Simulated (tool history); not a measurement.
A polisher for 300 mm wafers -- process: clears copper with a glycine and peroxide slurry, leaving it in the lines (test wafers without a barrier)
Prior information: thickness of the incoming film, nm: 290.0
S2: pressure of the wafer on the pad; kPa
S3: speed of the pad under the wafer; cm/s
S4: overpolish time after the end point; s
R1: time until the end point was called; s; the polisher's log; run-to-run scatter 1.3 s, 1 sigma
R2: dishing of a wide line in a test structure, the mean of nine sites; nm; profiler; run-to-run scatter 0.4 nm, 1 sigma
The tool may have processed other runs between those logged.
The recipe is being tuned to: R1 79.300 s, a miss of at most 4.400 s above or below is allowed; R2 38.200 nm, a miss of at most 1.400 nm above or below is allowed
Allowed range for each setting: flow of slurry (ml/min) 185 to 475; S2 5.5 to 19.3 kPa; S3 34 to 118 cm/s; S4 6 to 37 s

run 1 hour=0.0 | flow_of_slurry_(ml/min)=305 S2=12.4 S3=76 S4=19 | R1=86.120 R2=56.611
run 2 hour=6.1 | flow_of_slurry_(ml/min)=305 S2=12.4 S3=76 S4=24 | R1=85.809 R2=69.436
run 3 hour=9.4 | flow_of_slurry_(ml/min)=305 S2=12.4 S3=78 S4=20 | R1=85.044 R2=60.464
run 4 hour=10.9 | flow_of_slurry_(ml/min)=305 S2=13.1 S3=78 S4=17 | R1=82.644 R2=53.702
run 5 hour=19.4 | flow_of_slurry_(ml/min)=365 S2=13.1 S3=78 S4=17 | R1=79.166 R2=54.112
run 6 hour=22.8 | flow_of_slurry_(ml/min)=375 S2=13.1 S3=78 S4=15 | R1=79.319 R2=49.441
run 7 hour=28.4 | flow_of_slurry_(ml/min)=380 S2=13.1 S3=78 S4=14 | R1=79.071 R2=45.975
run 8 hour=33.9 | flow_of_slurry_(ml/min)=390 S2=13.1 S3=78 S4=13 | R1=79.664 R2=44.433
run 9 hour=34.6 | flow_of_slurry_(ml/min)=390 S2=13.1 S3=80 S4=9 | R1=79.054 R2=31.588
run 10 hour=35.4 | flow_of_slurry_(ml/min)=390 S2=13.1 S3=80 S4=9 | R1=77.985 R2=31.774
run 11 hour=44.0 | flow_of_slurry_(ml/min)=395 S2=13.1 S3=78 S4=9 | R1=81.575 R2=30.893
run 12 hour=51.4 | flow_of_slurry_(ml/min)=395 S2=13.1 S3=78 S4=10 | R1=80.696 R2=34.618
run 13 hour=54.0 | flow_of_slurry_(ml/min)=400 S2=13.1 S3=78 S4=10 | R1=83.185 R2=34.291
run 14 hour=61.7 | flow_of_slurry_(ml/min)=405 S2=13.1 S3=78 S4=10 | R1=81.040 R2=34.452
run 15 hour=69.4 | flow_of_slurry_(ml/min)=410 S2=13.1 S3=78 S4=10 | R1=80.920 R2=34.997
run 16 hour=71.7 | flow_of_slurry_(ml/min)=420 S2=13.1 S3=78 S4=10 | R1=83.375 R2=34.887
run 17 hour=75.9 | flow_of_slurry_(ml/min)=425 S2=13.1 S3=78 S4=10 | R1=80.747 R2=34.409

Pick the move, out of 5, that brings all results within their allowed miss; only one does.
run A hour=80.1 | flow_of_slurry_(ml/min)=475 S2=12.4 S3=82 S4=11 | R1=? R2=?
run B hour=80.1 | flow_of_slurry_(ml/min)=445 S2=13.8 S3=74 S4=12 | R1=? R2=?
run C hour=80.1 | flow_of_slurry_(ml/min)=450 S2=13.1 S3=62 S4=15 | R1=? R2=?
run D hour=80.1 | flow_of_slurry_(ml/min)=460 S2=16.5 S3=54 S4=12 | R1=? R2=?
run E hour=80.1 | flow_of_slurry_(ml/min)=440 S2=14.5 S3=72 S4=12 | R1=? R2=?

move=A R1=80.983 R2=38.060
move=B R1=81.106 R2=41.262
move=C R1=94.883 R2=43.978
move=D R1=88.851 R2=38.402
move=E R1=79.921 R2=41.868
A: in spec on every target
B: the result that was furthest off in the last run now lies on the other side of its target
C: the result that was furthest off in the last run now lies on the other side of its target
D: puts the biggest miss on target and leaves a different result outside tolerance
E: the result that was furthest off in the last run now lies on the other side of its target
So the answer is move A, the one that meets all the targets.
